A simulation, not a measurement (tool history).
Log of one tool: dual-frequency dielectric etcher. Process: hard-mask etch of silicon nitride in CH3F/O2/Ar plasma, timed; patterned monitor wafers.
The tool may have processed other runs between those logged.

| run | hour | source power (kW) | bias power (kW) | etch time (s) | mean etch depth across the wafer (angstrom) |
|---|---|---|---|---|---|
| 1 | 0.0 | 0.360 | 0.052 | 218.5 | 1408.0 |
| 2 | 6.9 | 0.390 | 0.054 | 219.0 | 1474.8 |
| 3 | 12.4 | 0.410 | 0.055 | 219.5 | 1525.1 |
| 4 | 17.8 | 0.430 | 0.056 | 219.5 | 1559.0 |
| 5 | 20.1 | 0.440 | 0.057 | 219.5 | 1599.7 |
| 6 | 27.9 | 0.440 | 0.057 | 218.5 | 1593.9 |

What does the tool deliver on the next run?
| 7 | 35.8 | 0.450 | 0.057 | 218.5 | ? |

{"run 7": {"mean etch depth across the wafer (angstrom)": 1600.7}}

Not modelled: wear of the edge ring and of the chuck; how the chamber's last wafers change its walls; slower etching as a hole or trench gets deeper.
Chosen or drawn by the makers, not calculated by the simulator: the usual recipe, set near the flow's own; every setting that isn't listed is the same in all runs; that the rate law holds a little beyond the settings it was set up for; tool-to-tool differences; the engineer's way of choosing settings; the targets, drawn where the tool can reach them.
